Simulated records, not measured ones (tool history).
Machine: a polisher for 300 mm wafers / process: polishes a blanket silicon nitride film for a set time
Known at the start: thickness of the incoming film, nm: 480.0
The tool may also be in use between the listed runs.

run	hour	flow of slurry (ml/min)	pressure of the wafer on the pad (psi)	speed of the pad under the wafer (m/s)	polishing time (s)	film removed (angstrom)
1	0.0	200	4.4	0.84	62	1291.50
2	4.2	150	4.4	0.84	62	1254.80
3	6.2	150	4.4	0.96	62	1349.60
4	8.8	195	4.4	0.96	62	1400.80
5	10.2	195	4.4	1.10	62	1560.70
6	11.2	195	4.0	1.06	62	1364.00
7	17.0	195	2.8	0.94	61	884.08

For run 8, what comes out?
8	18.3	195	2.7	0.94	61	?

film removed (angstrom): 866.16

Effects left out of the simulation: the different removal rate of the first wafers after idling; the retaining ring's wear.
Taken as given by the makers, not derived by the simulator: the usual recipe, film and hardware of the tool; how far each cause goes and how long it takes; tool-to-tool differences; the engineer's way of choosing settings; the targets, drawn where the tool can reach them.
